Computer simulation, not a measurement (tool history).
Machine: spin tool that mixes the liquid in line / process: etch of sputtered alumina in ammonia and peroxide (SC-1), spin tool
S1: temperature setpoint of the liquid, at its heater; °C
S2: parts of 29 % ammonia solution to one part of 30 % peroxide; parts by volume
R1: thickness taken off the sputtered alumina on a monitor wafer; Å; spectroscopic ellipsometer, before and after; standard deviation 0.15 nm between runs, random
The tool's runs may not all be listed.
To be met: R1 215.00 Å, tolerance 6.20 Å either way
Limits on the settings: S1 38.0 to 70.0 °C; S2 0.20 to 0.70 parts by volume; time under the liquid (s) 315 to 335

run 1 hour=0.0 | S1=54.0 S2=0.40 time_under_the_liquid_(s)=315 | R1=178.89
run 2 hour=8.6 | S1=54.0 S2=0.40 time_under_the_liquid_(s)=315 | R1=178.75
run 3 hour=11.5 | S1=54.0 S2=0.40 time_under_the_liquid_(s)=315 | R1=179.35
run 4 hour=14.1 | S1=54.0 S2=0.50 time_under_the_liquid_(s)=315 | R1=186.14
run 5 hour=16.8 | S1=54.0 S2=0.60 time_under_the_liquid_(s)=315 | R1=186.80
run 6 hour=19.9 | S1=54.5 S2=0.60 time_under_the_liquid_(s)=315 | R1=192.62
run 7 hour=27.9 | S1=55.0 S2=0.60 time_under_the_liquid_(s)=315 | R1=196.53
run 8 hour=33.6 | S1=55.5 S2=0.60 time_under_the_liquid_(s)=315 | R1=201.38
run 9 hour=42.3 | S1=56.0 S2=0.60 time_under_the_liquid_(s)=315 | R1=205.56

Next run, 4 choices. One meets every target within its allowed miss, the rest don't. Which?
run A hour=51.0 | S1=58.0 S2=0.55 time_under_the_liquid_(s)=315 | R1=?
run B hour=51.0 | S1=55.0 S2=0.40 time_under_the_liquid_(s)=335 | R1=?
run C hour=51.0 | S1=55.5 S2=0.55 time_under_the_liquid_(s)=335 | R1=?
run D hour=51.0 | S1=55.5 S2=0.60 time_under_the_liquid_(s)=315 | R1=?

move=A R1=231.93
move=B R1=204.43
move=C R1=216.34
move=D R1=205.10
A: carries the result that was furthest off beyond its target, to the other side
B: misses by more than the last run did
C: every result within its allowed miss
D: as far off as the last run
Correct choice: C, which meets every target

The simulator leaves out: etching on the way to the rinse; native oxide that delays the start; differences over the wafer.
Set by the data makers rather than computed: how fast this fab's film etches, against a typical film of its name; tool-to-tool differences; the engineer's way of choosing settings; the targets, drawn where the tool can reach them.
